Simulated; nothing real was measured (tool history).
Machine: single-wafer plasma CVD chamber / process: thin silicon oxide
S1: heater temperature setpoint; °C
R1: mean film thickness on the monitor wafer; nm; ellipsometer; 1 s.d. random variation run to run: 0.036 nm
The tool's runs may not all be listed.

run 1 hour=0 | S1=400 chamber_pressure_(mTorr)=901 RF_power_(W)=315 deposition_time_(s)=5.62 | R1=11.091
run 2 hour=5.7 | S1=400 chamber_pressure_(mTorr)=901 RF_power_(W)=275 deposition_time_(s)=5.62 | R1=10.475
run 3 hour=10.4 | S1=400 chamber_pressure_(mTorr)=901 RF_power_(W)=305 deposition_time_(s)=5.62 | R1=10.921
run 4 hour=14.7 | S1=400 chamber_pressure_(mTorr)=990 RF_power_(W)=305 deposition_time_(s)=5.62 | R1=11.879
run 5 hour=17.3 | S1=405 chamber_pressure_(mTorr)=990 RF_power_(W)=305 deposition_time_(s)=5.62 | R1=11.853
run 6 hour=24.7 | S1=398 chamber_pressure_(mTorr)=990 RF_power_(W)=305 deposition_time_(s)=5.62 | R1=11.878
run 7 hour=29.9 | S1=398 chamber_pressure_(mTorr)=1054 RF_power_(W)=305 deposition_time_(s)=5.62 | R1=12.501
run 8 hour=34.4 | S1=398 chamber_pressure_(mTorr)=1105 RF_power_(W)=305 deposition_time_(s)=5.62 | R1=12.88
run 9 hour=40.5 | S1=398 chamber_pressure_(mTorr)=1150 RF_power_(W)=305 deposition_time_(s)=5.62 | R1=13.296
run 10 hour=42.7 | S1=398 chamber_pressure_(mTorr)=1182 RF_power_(W)=305 deposition_time_(s)=5.62 | R1=13.47
run 11 hour=50.3 | S1=398 chamber_pressure_(mTorr)=1205 RF_power_(W)=310 deposition_time_(s)=5.62 | R1=13.726

Run 12 comes next. What will it give?
run 12 hour=53.1 | S1=398 chamber_pressure_(mTorr)=1221 RF_power_(W)=315 deposition_time_(s)=5.62 | R1=?

{"run 12": {"R1": 13.944}}
